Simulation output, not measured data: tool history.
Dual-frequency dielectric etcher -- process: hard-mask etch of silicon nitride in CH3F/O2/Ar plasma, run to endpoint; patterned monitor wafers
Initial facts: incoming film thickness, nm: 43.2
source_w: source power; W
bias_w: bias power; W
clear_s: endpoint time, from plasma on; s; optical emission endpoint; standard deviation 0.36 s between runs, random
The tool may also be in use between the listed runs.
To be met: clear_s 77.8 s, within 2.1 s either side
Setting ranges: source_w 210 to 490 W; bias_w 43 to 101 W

Run 1, day 0: source_w 350 W, bias_w 72 W. Result: clear_s 69.002 s.
Run 2, day 0.225: source_w 350 W, bias_w 62 W. Result: clear_s 71.14 s.
Run 3, day 0.454: source_w 410 W, bias_w 62 W. Result: clear_s 66.663 s.
Run 4, day 0.742: source_w 400 W, bias_w 61 W. Result: clear_s 67.674 s.
Run 5, day 0.983: source_w 450 W, bias_w 61 W. Result: clear_s 64.231 s.
Run 6, day 1.083: source_w 450 W, bias_w 72 W. Result: clear_s 61.865 s.
Run 7, day 1.225: source_w 430 W, bias_w 70 W. Result: clear_s 63.761 s.
Run 8, day 1.367: source_w 410 W, bias_w 68 W. Result: clear_s 65.234 s.
Run 9, day 1.55: source_w 390 W, bias_w 67 W. Result: clear_s 66.761 s.
Run 10, day 1.717: source_w 370 W, bias_w 66 W. Result: clear_s 69.049 s.

Consider the 5 candidate settings below. Which is the only one whose results all fall within their allowed miss of target?
Run A, day 1.883: source_w 460 W, bias_w 61 W. Result: clear_s ?.
Run B, day 1.883: source_w 420 W, bias_w 63 W. Result: clear_s ?.
Run C, day 1.883: source_w 410 W, bias_w 70 W. Result: clear_s ?.
Run D, day 1.883: source_w 280 W, bias_w 60 W. Result: clear_s ?.
Run E, day 1.883: source_w 400 W, bias_w 75 W. Result: clear_s ?.

move  clear_s
   A   64.214
   B   66.045
   C   64.937
   D   78.481
   E   64.401
A: its largest miss is bigger than the last run's
B: its largest miss is bigger than the last run's
C: its largest miss is bigger than the last run's
D: meets every target
E: its largest miss is bigger than the last run's
D is the move that brings every result within its allowed miss.
